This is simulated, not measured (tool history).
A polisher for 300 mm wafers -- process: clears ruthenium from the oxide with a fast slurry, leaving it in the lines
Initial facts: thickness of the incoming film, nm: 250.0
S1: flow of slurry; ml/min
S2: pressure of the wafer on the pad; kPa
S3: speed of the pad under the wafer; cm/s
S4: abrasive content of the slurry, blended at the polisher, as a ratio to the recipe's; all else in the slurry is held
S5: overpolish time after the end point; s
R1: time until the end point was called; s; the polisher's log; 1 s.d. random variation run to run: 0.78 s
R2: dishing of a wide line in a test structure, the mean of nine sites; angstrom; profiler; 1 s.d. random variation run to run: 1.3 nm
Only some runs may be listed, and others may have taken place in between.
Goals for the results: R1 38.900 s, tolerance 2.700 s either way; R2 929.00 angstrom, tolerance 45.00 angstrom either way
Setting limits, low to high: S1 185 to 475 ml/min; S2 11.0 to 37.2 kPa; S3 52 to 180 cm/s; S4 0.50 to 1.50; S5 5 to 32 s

run	day	S1	S2	S3	S4	S5	R1	R2
1	0.000	305	24.1	116	1.00	16	44.530	668.96
2	0.317	305	24.8	116	1.00	17	41.847	718.80
3	0.567	350	24.8	116	1.00	17	39.702	717.41
4	0.783	325	25.5	116	1.00	18	39.289	752.86
5	0.971	275	25.5	116	1.00	18	39.932	747.10
6	1.300	275	24.8	118	1.00	20	42.392	811.39
7	1.667	275	25.5	118	1.00	21	40.521	848.23
8	1.771	275	25.5	118	1.00	22	41.465	895.48

4 next moves are on the table. One of them brings every result within its allowed miss. Which?
A	1.875	260	22.1	114	1.00	25	?	?
B	1.875	395	26.2	112	1.00	21	?	?
C	1.875	320	25.5	110	1.15	24	?	?
D	1.875	185	26.9	120	1.00	21	?	?

move	R1	R2
A	46.798	857.78
B	40.571	839.05
C	39.946	929.01
D	39.575	853.78
A: further off than the last run
B: the worst result of the last run now meets its target, but another is out of spec
C: meets every target
D: the worst result of the last run now meets its target, but another is out of spec
Answer: C

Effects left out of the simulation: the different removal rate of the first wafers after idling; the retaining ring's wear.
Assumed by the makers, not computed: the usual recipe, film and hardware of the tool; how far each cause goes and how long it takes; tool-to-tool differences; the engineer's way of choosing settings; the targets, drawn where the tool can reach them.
